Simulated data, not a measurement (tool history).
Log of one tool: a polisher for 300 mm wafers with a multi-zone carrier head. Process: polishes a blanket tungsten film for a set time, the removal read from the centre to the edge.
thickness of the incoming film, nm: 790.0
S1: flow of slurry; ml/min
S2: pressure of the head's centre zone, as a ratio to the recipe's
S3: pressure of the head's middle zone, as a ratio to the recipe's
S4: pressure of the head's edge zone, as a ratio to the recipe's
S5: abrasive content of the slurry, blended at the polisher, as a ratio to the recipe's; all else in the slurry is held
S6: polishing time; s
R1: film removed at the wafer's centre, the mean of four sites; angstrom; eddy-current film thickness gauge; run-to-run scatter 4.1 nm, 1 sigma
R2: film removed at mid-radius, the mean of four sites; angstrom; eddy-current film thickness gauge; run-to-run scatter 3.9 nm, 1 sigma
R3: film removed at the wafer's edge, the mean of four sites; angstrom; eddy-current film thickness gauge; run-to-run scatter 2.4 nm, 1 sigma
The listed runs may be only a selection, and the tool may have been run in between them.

{"run": 1, "hour": 0.0, "S1": 260, "S2": 1, "S3": 1, "S4": 1, "S5": 1, "S6": 40, "R1": 2725.1, "R2": 2824.5, "R3": 2765.9}
{"run": 2, "hour": 1.3, "S1": 265, "S2": 1, "S3": 0.98, "S4": 1.05, "S5": 1.1, "S6": 40, "R1": 2781.6, "R2": 2793.5, "R3": 2896.6}
{"run": 3, "hour": 3.8, "S1": 265, "S2": 1, "S3": 0.98, "S4": 1.05, "S5": 1.1, "S6": 46, "R1": 3152.8, "R2": 3214.5, "R3": 3330.6}
{"run": 4, "hour": 10.9, "S1": 260, "S2": 0.99, "S3": 0.96, "S4": 1.06, "S5": 1.1, "S6": 46, "R1": 3063.4, "R2": 3259.5, "R3": 3329.2}
{"run": 5, "hour": 17.9, "S1": 260, "S2": 1.06, "S3": 0.96, "S4": 1.06, "S5": 1.1, "S6": 46, "R1": 3407.4, "R2": 3166.4, "R3": 3305.3}
{"run": 6, "hour": 22.5, "S1": 255, "S2": 1.04, "S3": 0.93, "S4": 1.08, "S5": 1.1, "S6": 46, "R1": 3188.3, "R2": 3137.1, "R3": 3346.6}

Run 7, settings as shown, results not yet in. Your forecast:
{"run": 7, "hour": 30.0, "S1": 255, "S2": 1.04, "S3": 0.9, "S4": 1.09, "S5": 1.1, "S6": 46, "R1": "?", "R2": "?", "R3": "?"}

{"run 7": {"R1": 3282.4, "R2": 3025.8, "R3": 3371}}
